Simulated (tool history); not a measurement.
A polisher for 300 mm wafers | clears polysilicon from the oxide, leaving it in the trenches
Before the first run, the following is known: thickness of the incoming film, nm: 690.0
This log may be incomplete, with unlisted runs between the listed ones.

run	hour	flow of slurry (ml/min)	pressure of the wafer on the pad (psi)	speed of the pad under the wafer (m/s)	overpolish time after the end point (s)	time until the end point was called (s)	dishing of a wide line in a test structure (Å)
1	0.0	210	2.3	1.08	13	66.088	454.28
2	1.6	215	2.0	1.08	10	70.573	427.69
3	10.5	215	2.0	1.26	10	60.564	428.56
4	11.6	185	1.7	1.26	8	69.116	409.86
5	18.7	185	1.7	1.44	8	58.577	418.35
6	22.5	235	1.5	1.32	7	68.152	396.77
7	23.8	265	1.3	1.24	6	76.139	344.58
8	25.2	265	1.3	1.24	6	73.921	351.96

Run 9 is up next; what results do you expect?
9	30.7	285	1.2	1.16	5	?	?

{"run 9": {"time until the end point was called (s)": 80.884, "dishing of a wide line in a test structure (Å)": 298.6}}
